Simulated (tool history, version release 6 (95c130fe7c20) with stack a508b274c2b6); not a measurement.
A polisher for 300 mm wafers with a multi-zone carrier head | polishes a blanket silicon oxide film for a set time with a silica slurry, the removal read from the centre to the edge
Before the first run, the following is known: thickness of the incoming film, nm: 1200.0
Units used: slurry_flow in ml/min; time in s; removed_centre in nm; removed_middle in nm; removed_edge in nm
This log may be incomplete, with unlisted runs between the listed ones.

{"run": 1, "hour": 0.0, "slurry_flow": 175, "centre_zone": 1, "middle_zone": 1, "edge_zone": 1, "slurry_solids": 1, "time": 75, "removed_centre": 297.78, "removed_middle": 298.04, "removed_edge": 302.9}
{"run": 2, "hour": 4.4, "slurry_flow": 175, "centre_zone": 0.95, "middle_zone": 1, "edge_zone": 1, "slurry_solids": 1, "time": 75, "removed_centre": 278.35, "removed_middle": 297.93, "removed_edge": 295.05}
{"run": 3, "hour": 11.6, "slurry_flow": 180, "centre_zone": 0.96, "middle_zone": 1, "edge_zone": 0.98, "slurry_solids": 0.95, "time": 71, "removed_centre": 261.3, "removed_middle": 272.93, "removed_edge": 268.57}
{"run": 4, "hour": 12.1, "slurry_flow": 185, "centre_zone": 0.96, "middle_zone": 0.99, "edge_zone": 0.96, "slurry_solids": 0.9, "time": 68, "removed_centre": 245.68, "removed_middle": 251.93, "removed_edge": 246.5}
{"run": 5, "hour": 18.9, "slurry_flow": 190, "centre_zone": 0.95, "middle_zone": 0.98, "edge_zone": 0.94, "slurry_solids": 0.85, "time": 66, "removed_centre": 229.69, "removed_middle": 231.94, "removed_edge": 228.42}
{"run": 6, "hour": 23.1, "slurry_flow": 200, "centre_zone": 0.95, "middle_zone": 0.98, "edge_zone": 0.92, "slurry_solids": 0.8, "time": 64, "removed_centre": 211.25, "removed_middle": 215.86, "removed_edge": 210.32}
{"run": 7, "hour": 28.5, "slurry_flow": 200, "centre_zone": 0.96, "middle_zone": 0.98, "edge_zone": 0.91, "slurry_solids": 0.75, "time": 63, "removed_centre": 201.28, "removed_middle": 204.26, "removed_edge": 195.75}
{"run": 8, "hour": 30.7, "slurry_flow": 200, "centre_zone": 0.96, "middle_zone": 0.98, "edge_zone": 0.9, "slurry_solids": 0.7, "time": 62, "removed_centre": 182.62, "removed_middle": 191, "removed_edge": 185.57}
{"run": 9, "hour": 37.3, "slurry_flow": 190, "centre_zone": 1.06, "middle_zone": 1.03, "edge_zone": 0.81, "slurry_solids": 0.5, "time": 53, "removed_centre": 120.47, "removed_middle": 115, "removed_edge": 99.75}
{"run": 10, "hour": 38.6, "slurry_flow": 200, "centre_zone": 1.06, "middle_zone": 1.03, "edge_zone": 0.82, "slurry_solids": 0.5, "time": 53, "removed_centre": 118.05, "removed_middle": 117.61, "removed_edge": 102.27}
{"run": 11, "hour": 43.0, "slurry_flow": 190, "centre_zone": 1.05, "middle_zone": 1.03, "edge_zone": 0.83, "slurry_solids": 0.55, "time": 53, "removed_centre": 134.82, "removed_middle": 131.21, "removed_edge": 114.85}
{"run": 12, "hour": 44.1, "slurry_flow": 180, "centre_zone": 1.04, "middle_zone": 1.03, "edge_zone": 0.84, "slurry_solids": 0.55, "time": 53, "removed_centre": 133.09, "removed_middle": 130.63, "removed_edge": 115.89}
{"run": 13, "hour": 48.8, "slurry_flow": 175, "centre_zone": 1.04, "middle_zone": 1.03, "edge_zone": 0.85, "slurry_solids": 0.55, "time": 53, "removed_centre": 134.51, "removed_middle": 130.67, "removed_edge": 115.34}
{"run": 14, "hour": 55.0, "slurry_flow": 165, "centre_zone": 1.03, "middle_zone": 1.03, "edge_zone": 0.86, "slurry_solids": 0.55, "time": 53, "removed_centre": 127.27, "removed_middle": 128.46, "removed_edge": 118.26}
{"run": 15, "hour": 61.7, "slurry_flow": 175, "centre_zone": 1.03, "middle_zone": 1.02, "edge_zone": 0.87, "slurry_solids": 0.55, "time": 53, "removed_centre": 130.53, "removed_middle": 128.92, "removed_edge": 116.74}
{"run": 16, "hour": 66.9, "slurry_flow": 155, "centre_zone": 1.13, "middle_zone": 1.11, "edge_zone": 0.97, "slurry_solids": 0.8, "time": 54, "removed_centre": 198.59, "removed_middle": 197.79, "removed_edge": 179.28}
{"run": 17, "hour": 69.1, "slurry_flow": 150, "centre_zone": 1.12, "middle_zone": 1.1, "edge_zone": 0.95, "slurry_solids": 0.8, "time": 54, "removed_centre": 201.5, "removed_middle": 195.27, "removed_edge": 174.63}
{"run": 18, "hour": 77.2, "slurry_flow": 150, "centre_zone": 1.1, "middle_zone": 1.08, "edge_zone": 0.93, "slurry_solids": 0.8, "time": 54, "removed_centre": 196.83, "removed_middle": 191.48, "removed_edge": 173.99}
{"run": 19, "hour": 83.3, "slurry_flow": 150, "centre_zone": 1.09, "middle_zone": 1.07, "edge_zone": 0.92, "slurry_solids": 0.8, "time": 54, "removed_centre": 194.72, "removed_middle": 189.39, "removed_edge": 173.92}
{"run": 20, "hour": 85.3, "slurry_flow": 150, "centre_zone": 1.08, "middle_zone": 1.06, "edge_zone": 0.91, "slurry_solids": 0.8, "time": 54, "removed_centre": 196.18, "removed_middle": 189.35, "removed_edge": 173.99}
{"run": 21, "hour": 89.0, "slurry_flow": 140, "centre_zone": 1.03, "middle_zone": 1.01, "edge_zone": 0.83, "slurry_solids": 0.55, "time": 50, "removed_centre": 122.09, "removed_middle": 115.98, "removed_edge": 105.18}
{"run": 22, "hour": 93.9, "slurry_flow": 140, "centre_zone": 1.05, "middle_zone": 1.02, "edge_zone": 0.85, "slurry_solids": 0.55, "time": 50, "removed_centre": 121.98, "removed_middle": 118.82, "removed_edge": 108.26}
{"run": 23, "hour": 100.3, "slurry_flow": 150, "centre_zone": 1.07, "middle_zone": 1.03, "edge_zone": 0.87, "slurry_solids": 0.55, "time": 50, "removed_centre": 121.86, "removed_middle": 119.84, "removed_edge": 110.88}
{"run": 24, "hour": 106.9, "slurry_flow": 145, "centre_zone": 1.08, "middle_zone": 1.04, "edge_zone": 0.88, "slurry_solids": 0.55, "time": 50, "removed_centre": 125.16, "removed_middle": 121.26, "removed_edge": 110.04}
{"run": 25, "hour": 114.1, "slurry_flow": 145, "centre_zone": 1.09, "middle_zone": 1.05, "edge_zone": 0.9, "slurry_solids": 0.55, "time": 50, "removed_centre": 122.09, "removed_middle": 120.12, "removed_edge": 110.36}

What does the tool deliver on the next run?
{"run": 26, "hour": 120.8, "slurry_flow": 145, "centre_zone": 1.1, "middle_zone": 1.06, "edge_zone": 0.91, "slurry_solids": 0.55, "time": 50, "removed_centre": "?", "removed_middle": "?", "removed_edge": "?"}

{"run 26": {"removed_centre": 128.43, "removed_middle": 121.94, "removed_edge": 110.3}}

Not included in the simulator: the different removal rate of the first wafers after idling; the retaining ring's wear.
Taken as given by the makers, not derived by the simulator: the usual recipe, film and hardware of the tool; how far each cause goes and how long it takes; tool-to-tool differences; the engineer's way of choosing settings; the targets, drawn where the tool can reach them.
